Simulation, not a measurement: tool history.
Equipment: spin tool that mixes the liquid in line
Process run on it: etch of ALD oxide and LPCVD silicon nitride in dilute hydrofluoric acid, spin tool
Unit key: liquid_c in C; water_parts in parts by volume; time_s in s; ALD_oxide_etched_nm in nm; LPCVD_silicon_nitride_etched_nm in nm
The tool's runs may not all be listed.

| run | hour | liquid_c | water_parts | time_s | ALD_oxide_etched_nm | LPCVD_silicon_nitride_etched_nm |
|---|---|---|---|---|---|---|
| 1 | 0.0 | 25.0 | 165 | 180 | 9.5481 | 0.72100 |
| 2 | 3.8 | 25.0 | 140 | 180 | 11.8090 | 0.85572 |
| 3 | 7.6 | 25.0 | 140 | 220 | 14.2860 | 1.03780 |
| 4 | 11.6 | 25.0 | 105 | 220 | 20.0070 | 1.37290 |
| 5 | 20.3 | 22.5 | 170 | 200 | 9.5293 | 0.65774 |
| 6 | 24.8 | 25.0 | 170 | 200 | 10.2510 | 0.72889 |

Predict the results of run 7:
| 7 | 32.1 | 23.0 | 210 | 180 | ? | ? |

Logged for run 7: ALD_oxide_etched_nm 6.6636 nm, LPCVD_silicon_nitride_etched_nm 0.49027 nm.
